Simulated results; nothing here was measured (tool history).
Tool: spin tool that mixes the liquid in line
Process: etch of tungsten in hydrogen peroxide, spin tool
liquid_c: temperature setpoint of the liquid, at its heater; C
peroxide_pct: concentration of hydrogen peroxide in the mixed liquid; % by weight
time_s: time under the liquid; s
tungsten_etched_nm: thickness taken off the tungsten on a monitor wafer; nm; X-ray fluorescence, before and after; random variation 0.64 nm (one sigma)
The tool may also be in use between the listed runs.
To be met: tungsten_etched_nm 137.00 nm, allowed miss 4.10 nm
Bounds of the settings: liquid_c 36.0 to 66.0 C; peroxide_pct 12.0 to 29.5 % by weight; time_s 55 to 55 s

run 1 day=0.000 | liquid_c=52.0 peroxide_pct=20.0 time_s=55 | tungsten_etched_nm=189.49
run 2 day=0.108 | liquid_c=49.0 peroxide_pct=20.0 time_s=55 | tungsten_etched_nm=158.15
run 3 day=0.312 | liquid_c=48.5 peroxide_pct=20.0 time_s=55 | tungsten_etched_nm=153.20
run 4 day=0.517 | liquid_c=48.5 peroxide_pct=21.5 time_s=55 | tungsten_etched_nm=158.92
run 5 day=0.596 | liquid_c=48.5 peroxide_pct=21.5 time_s=55 | tungsten_etched_nm=159.85
run 6 day=0.754 | liquid_c=48.5 peroxide_pct=21.5 time_s=55 | tungsten_etched_nm=159.34
run 7 day=1.121 | liquid_c=48.0 peroxide_pct=21.5 time_s=55 | tungsten_etched_nm=154.20
run 8 day=1.275 | liquid_c=47.5 peroxide_pct=21.5 time_s=55 | tungsten_etched_nm=149.56
run 9 day=1.412 | liquid_c=47.0 peroxide_pct=21.5 time_s=55 | tungsten_etched_nm=143.70

5 next moves are on the table. One of them brings every result within its allowed miss. Which?
run A day=1.550 | liquid_c=48.5 peroxide_pct=18.0 time_s=55 | tungsten_etched_nm=?
run B day=1.550 | liquid_c=45.0 peroxide_pct=28.5 time_s=55 | tungsten_etched_nm=?
run C day=1.550 | liquid_c=48.0 peroxide_pct=20.0 time_s=55 | tungsten_etched_nm=?
run D day=1.550 | liquid_c=47.5 peroxide_pct=20.5 time_s=55 | tungsten_etched_nm=?
run E day=1.550 | liquid_c=48.0 peroxide_pct=16.5 time_s=55 | tungsten_etched_nm=?

move=A tungsten_etched_nm=145.89
move=B tungsten_etched_nm=147.57
move=C tungsten_etched_nm=149.10
move=D tungsten_etched_nm=146.35
move=E tungsten_etched_nm=135.43
A: further off than the last run
B: further off than the last run
C: further off than the last run
D: further off than the last run
E: meets every target
Answer: E

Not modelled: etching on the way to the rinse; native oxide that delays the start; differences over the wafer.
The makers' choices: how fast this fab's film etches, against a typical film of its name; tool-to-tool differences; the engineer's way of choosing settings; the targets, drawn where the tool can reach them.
